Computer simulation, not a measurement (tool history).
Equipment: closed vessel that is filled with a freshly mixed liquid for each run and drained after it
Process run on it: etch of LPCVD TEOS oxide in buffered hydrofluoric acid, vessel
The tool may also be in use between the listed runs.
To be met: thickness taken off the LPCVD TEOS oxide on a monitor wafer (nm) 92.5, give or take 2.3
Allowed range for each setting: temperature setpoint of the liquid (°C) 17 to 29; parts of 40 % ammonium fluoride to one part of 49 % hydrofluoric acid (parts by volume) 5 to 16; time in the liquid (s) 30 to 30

run	day	temperature setpoint of the liquid (°C)	parts of 40 % ammonium fluoride to one part of 49 % hydrofluoric acid (parts by volume)	time in the liquid (s)	thickness taken off the LPCVD TEOS oxide on a monitor wafer (nm)
1	0	21	9.5	30	72.089
2	0.221	21	9.5	30	71.739
3	0.292	22	9.5	30	75.502
4	0.533	24.5	9.5	30	87.521
5	0.588	24.5	11.5	30	73.112
6	0.75	24.5	14.5	30	58.793
7	0.792	25.5	14	30	63.725
8	0.9	29	11	30	98.016
9	1.2	28.5	11	30	96.095

Which one of the following 4 next-run settings gets every result inside its allowed miss? There is exactly one.
A	1.5	26	10	30	?
B	1.5	29	10.5	30	?
C	1.5	26.5	9	30	?
D	1.5	29	11	30	?

move	thickness taken off the LPCVD TEOS oxide on a monitor wafer (nm)
A	92.722
B	103.76
C	101.77
D	99.166
A: meets every target
B: moves away from the targets compared with the last run
C: moves away from the targets compared with the last run
D: moves away from the targets compared with the last run
Correct choice: A, which meets every target

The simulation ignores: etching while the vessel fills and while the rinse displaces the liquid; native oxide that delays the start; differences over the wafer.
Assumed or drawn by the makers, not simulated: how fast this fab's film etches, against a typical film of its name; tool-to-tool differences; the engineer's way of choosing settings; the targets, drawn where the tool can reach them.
